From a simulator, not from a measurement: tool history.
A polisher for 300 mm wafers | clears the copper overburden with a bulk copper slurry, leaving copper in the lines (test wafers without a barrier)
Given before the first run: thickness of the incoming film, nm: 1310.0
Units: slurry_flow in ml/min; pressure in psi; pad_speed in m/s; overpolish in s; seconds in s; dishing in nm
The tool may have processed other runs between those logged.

{"run": 1, "hour": 0.0, "slurry_flow": 315, "pressure": 2.5, "pad_speed": 1, "slurry_solids": 1, "overpolish": 16, "seconds": 141.13, "dishing": 64.561}
{"run": 2, "hour": 4.6, "slurry_flow": 315, "pressure": 2.2, "pad_speed": 1, "slurry_solids": 1, "overpolish": 16, "seconds": 161.92, "dishing": 59.386}
{"run": 3, "hour": 8.6, "slurry_flow": 315, "pressure": 2.2, "pad_speed": 1, "slurry_solids": 1, "overpolish": 19, "seconds": 160.77, "dishing": 65.058}
{"run": 4, "hour": 15.2, "slurry_flow": 315, "pressure": 1.9, "pad_speed": 0.92, "slurry_solids": 1, "overpolish": 15, "seconds": 203.56, "dishing": 48.172}
{"run": 5, "hour": 20.3, "slurry_flow": 320, "pressure": 1.7, "pad_speed": 0.88, "slurry_solids": 1, "overpolish": 12, "seconds": 228.56, "dishing": 35.128}
{"run": 6, "hour": 25.5, "slurry_flow": 380, "pressure": 1.7, "pad_speed": 0.88, "slurry_solids": 1, "overpolish": 12, "seconds": 232.94, "dishing": 35.109}

What will run 7 give?
{"run": 7, "hour": 26.2, "slurry_flow": 380, "pressure": 1.5, "pad_speed": 0.84, "slurry_solids": 1, "overpolish": 11, "seconds": "?", "dishing": "?"}

{"run 7": {"seconds": 269.41, "dishing": 29.236}}
